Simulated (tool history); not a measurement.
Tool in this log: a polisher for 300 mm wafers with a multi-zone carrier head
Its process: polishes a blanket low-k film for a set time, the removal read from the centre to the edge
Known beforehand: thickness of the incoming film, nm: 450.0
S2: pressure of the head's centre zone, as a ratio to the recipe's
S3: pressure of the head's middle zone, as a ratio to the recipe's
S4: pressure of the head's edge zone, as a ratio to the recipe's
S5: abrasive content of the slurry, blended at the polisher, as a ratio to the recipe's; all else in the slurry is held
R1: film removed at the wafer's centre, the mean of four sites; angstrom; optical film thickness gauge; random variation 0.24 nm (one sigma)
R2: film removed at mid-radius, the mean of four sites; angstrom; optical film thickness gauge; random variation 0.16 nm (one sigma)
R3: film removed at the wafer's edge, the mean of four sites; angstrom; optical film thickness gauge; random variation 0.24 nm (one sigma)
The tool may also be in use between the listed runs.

run 1 hour=0 | flow_of_slurry_(ml/min)=300 S2=1 S3=1 S4=1 S5=1 polishing_time_(s)=66 | R1=401.95 R2=389.48 R3=377.01
run 2 hour=3.7 | flow_of_slurry_(ml/min)=340 S2=1 S3=1 S4=1 S5=1 polishing_time_(s)=66 | R1=399.45 R2=394.32 R3=374.89
run 3 hour=7.9 | flow_of_slurry_(ml/min)=340 S2=1 S3=1.04 S4=1 S5=1 polishing_time_(s)=66 | R1=409.52 R2=399.47 R3=383.73
run 4 hour=9 | flow_of_slurry_(ml/min)=290 S2=1 S3=1.04 S4=1 S5=1 polishing_time_(s)=66 | R1=405.68 R2=389.84 R3=376.22
-- hour=15 centre zone pressure recalibrated
run 5 hour=15 | flow_of_slurry_(ml/min)=355 S2=1 S3=1.04 S4=1 S5=1 polishing_time_(s)=66 | R1=390.01 R2=405.31 R3=379.02
run 6 hour=17 | flow_of_slurry_(ml/min)=355 S2=1 S3=1.04 S4=1.06 S5=1 polishing_time_(s)=66 | R1=385.96 R2=396.54 R3=391.08
run 7 hour=25.7 | flow_of_slurry_(ml/min)=350 S2=0.99 S3=1.02 S4=1.06 S5=0.95 polishing_time_(s)=64 | R1=362.89 R2=373.86 R3=372.25
run 8 hour=28.6 | flow_of_slurry_(ml/min)=345 S2=0.99 S3=1 S4=1.05 S5=0.9 polishing_time_(s)=62 | R1=347.36 R2=355.57 R3=352.91
run 9 hour=35.1 | flow_of_slurry_(ml/min)=345 S2=0.99 S3=1 S4=1.05 S5=0.9 polishing_time_(s)=62 | R1=342.96 R2=358.47 R3=351.32

Forecast run 10:
run 10 hour=36.8 | flow_of_slurry_(ml/min)=305 S2=0.91 S3=0.9 S4=0.95 S5=0.65 polishing_time_(s)=56 | R1=? R2=? R3=?

{"run 10": {"R1": 244.51, "R2": 257.41, "R3": 260.47}}
